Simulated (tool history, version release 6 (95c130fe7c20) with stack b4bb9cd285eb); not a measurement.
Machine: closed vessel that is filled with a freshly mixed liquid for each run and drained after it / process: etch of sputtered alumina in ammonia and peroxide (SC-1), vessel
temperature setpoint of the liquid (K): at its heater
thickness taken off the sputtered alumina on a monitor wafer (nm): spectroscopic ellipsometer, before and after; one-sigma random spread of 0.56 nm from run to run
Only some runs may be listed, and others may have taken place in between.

run  hour  temperature setpoint of the liquid (K)  parts of 29 % ammonia solution to one part of 30 % peroxide (parts by volume)  time in the liquid (s)  thickness taken off the sputtered alumina on a monitor wafer (nm)
  1     0                                  333.15                                                                           0.95                     450                                                             42.081
  2     3                                  333.15                                                                           1.15                     450                                                             42.989
  3   6.7                                  334.65                                                                           1.15                     450                                                             46.275
  4   9.5                                  336.15                                                                           1.15                     450                                                             50.058
  5    12                                  336.15                                                                           1.15                     450                                                             50.095
     13.6  -- new drum of ammonia solution connected
  6  13.6                                  336.15                                                                           0.95                     450                                                             49.331
  7  14.8                                  337.15                                                                           0.95                     450                                                             51.532

Run 8 has not been measured yet. What should we expect?
  8  16.4                                  338.15                                                                           0.95                     450                                                                  ?

{"run 8": {"thickness taken off the sputtered alumina on a monitor wafer (nm)": 54.713}}

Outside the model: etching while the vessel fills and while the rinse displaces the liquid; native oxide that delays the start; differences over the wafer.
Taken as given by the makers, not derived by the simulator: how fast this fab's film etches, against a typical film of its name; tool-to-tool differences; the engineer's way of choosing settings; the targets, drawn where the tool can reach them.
